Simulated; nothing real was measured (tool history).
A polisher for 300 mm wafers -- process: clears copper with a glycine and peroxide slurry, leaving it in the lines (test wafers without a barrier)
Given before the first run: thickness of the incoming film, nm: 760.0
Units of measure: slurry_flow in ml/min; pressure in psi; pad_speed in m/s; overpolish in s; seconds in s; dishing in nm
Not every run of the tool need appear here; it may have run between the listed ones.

Run 1, hour 0: slurry_flow 235 ml/min, pressure 3.1 psi, pad_speed 1.22 m/s, overpolish 8 s. Result: seconds 133.43 s, dishing 31.244 nm.
Run 2, hour 5.8: slurry_flow 235 ml/min, pressure 3.1 psi, pad_speed 1.46 m/s, overpolish 8 s. Result: seconds 117.11 s, dishing 34.342 nm.
Run 3, hour 12.5: slurry_flow 235 ml/min, pressure 2.9 psi, pad_speed 1.46 m/s, overpolish 8 s. Result: seconds 127.74 s, dishing 33.145 nm.
Run 4, hour 17.3: slurry_flow 235 ml/min, pressure 2.8 psi, pad_speed 1.44 m/s, overpolish 8 s. Result: seconds 131.07 s, dishing 32.089 nm.
Run 5, hour 25.7: slurry_flow 200 ml/min, pressure 2.8 psi, pad_speed 1.44 m/s, overpolish 8 s. Result: seconds 128.25 s, dishing 31.285 nm.
Run 6, hour 29.9: slurry_flow 200 ml/min, pressure 2.7 psi, pad_speed 1.44 m/s, overpolish 8 s. Result: seconds 139.18 s, dishing 31.308 nm.
Run 7, hour 30.8: slurry_flow 200 ml/min, pressure 2.7 psi, pad_speed 1.44 m/s, overpolish 8 s. Result: seconds 139.7 s, dishing 30.729 nm.
Run 8, hour 34.2: slurry_flow 200 ml/min, pressure 2.6 psi, pad_speed 1.44 m/s, overpolish 8 s. Result: seconds 143.22 s, dishing 29.651 nm.
Run 9, hour 41: slurry_flow 200 ml/min, pressure 2.5 psi, pad_speed 1.44 m/s, overpolish 8 s. Result: seconds 145.55 s, dishing 27.965 nm.
Run 10, hour 42.1: slurry_flow 200 ml/min, pressure 2.4 psi, pad_speed 1.44 m/s, overpolish 8 s. Result: seconds 151.57 s, dishing 27.866 nm.

The next listed run, before its measurement:
Run 11, hour 48: slurry_flow 200 ml/min, pressure 2.3 psi, pad_speed 1.44 m/s, overpolish 8 s. Result: seconds ?, dishing ?.

Run 11 yielded seconds 157.04 s, dishing 26.504 nm.

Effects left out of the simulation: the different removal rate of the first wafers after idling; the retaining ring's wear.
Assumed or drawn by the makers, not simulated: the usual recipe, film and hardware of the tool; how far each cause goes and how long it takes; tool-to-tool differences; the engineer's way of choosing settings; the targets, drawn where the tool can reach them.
